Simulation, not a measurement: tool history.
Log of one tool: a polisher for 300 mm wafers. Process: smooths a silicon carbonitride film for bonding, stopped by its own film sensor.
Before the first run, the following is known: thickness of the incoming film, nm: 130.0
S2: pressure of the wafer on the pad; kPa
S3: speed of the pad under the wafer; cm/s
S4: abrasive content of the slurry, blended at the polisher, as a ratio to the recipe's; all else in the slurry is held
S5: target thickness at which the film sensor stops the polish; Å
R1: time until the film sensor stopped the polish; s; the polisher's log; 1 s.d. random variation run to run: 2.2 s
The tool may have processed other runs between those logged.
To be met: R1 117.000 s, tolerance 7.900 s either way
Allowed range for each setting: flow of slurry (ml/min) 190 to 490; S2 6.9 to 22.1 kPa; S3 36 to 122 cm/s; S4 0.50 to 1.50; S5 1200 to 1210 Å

{"run": 1, "hour": 0.0, "flow of slurry (ml/min)": 315, "S2": 14.5, "S3": 78, "S4": 1.0, "S5": 1200, "R1": 63.094}
{"run": 2, "hour": 5.3, "flow of slurry (ml/min)": 315, "S2": 13.1, "S3": 74, "S4": 1.0, "S5": 1200, "R1": 68.418}
{"run": 3, "hour": 11.1, "flow of slurry (ml/min)": 315, "S2": 15.2, "S3": 74, "S4": 1.0, "S5": 1200, "R1": 61.907}
{"run": 4, "hour": 19.4, "flow of slurry (ml/min)": 380, "S2": 15.2, "S3": 74, "S4": 1.0, "S5": 1200, "R1": 63.145}
{"run": 5, "hour": 21.2, "flow of slurry (ml/min)": 380, "S2": 13.1, "S3": 74, "S4": 1.0, "S5": 1200, "R1": 69.727}
{"run": 6, "hour": 26.7, "flow of slurry (ml/min)": 380, "S2": 11.7, "S3": 68, "S4": 1.0, "S5": 1200, "R1": 81.394}
{"run": 7, "hour": 30.9, "flow of slurry (ml/min)": 380, "S2": 11.0, "S3": 66, "S4": 1.0, "S5": 1200, "R1": 89.953}
{"run": 8, "hour": 32.9, "flow of slurry (ml/min)": 380, "S2": 10.3, "S3": 66, "S4": 1.0, "S5": 1200, "R1": 94.533}
{"run": 9, "hour": 39.0, "flow of slurry (ml/min)": 380, "S2": 9.7, "S3": 66, "S4": 1.0, "S5": 1200, "R1": 99.844}
{"run": 10, "hour": 42.6, "flow of slurry (ml/min)": 380, "S2": 9.0, "S3": 66, "S4": 1.0, "S5": 1200, "R1": 101.67}

5 next moves are on the table. One of them brings every result within its allowed miss. Which?
{"run": "A", "hour": 46.2, "flow of slurry (ml/min)": 445, "S2": 10.3, "S3": 74, "S4": 1.0, "S5": 1210, "R1": "?"}
{"run": "B", "hour": 46.2, "flow of slurry (ml/min)": 320, "S2": 13.1, "S3": 44, "S4": 0.9, "S5": 1210, "R1": "?"}
{"run": "C", "hour": 46.2, "flow of slurry (ml/min)": 380, "S2": 8.3, "S3": 86, "S4": 1.15, "S5": 1200, "R1": "?"}
{"run": "D", "hour": 46.2, "flow of slurry (ml/min)": 405, "S2": 7.6, "S3": 62, "S4": 1.1, "S5": 1200, "R1": "?"}
{"run": "E", "hour": 46.2, "flow of slurry (ml/min)": 340, "S2": 11.0, "S3": 74, "S4": 1.0, "S5": 1200, "R1": "?"}

move=A R1=74.857
move=B R1=95.528
move=C R1=84.688
move=D R1=116.860
move=E R1=80.360
A: misses by more than the last run did
B: misses by more than the last run did
C: misses by more than the last run did
D: hits every target within its allowed miss
E: misses by more than the last run did
The right move is D.

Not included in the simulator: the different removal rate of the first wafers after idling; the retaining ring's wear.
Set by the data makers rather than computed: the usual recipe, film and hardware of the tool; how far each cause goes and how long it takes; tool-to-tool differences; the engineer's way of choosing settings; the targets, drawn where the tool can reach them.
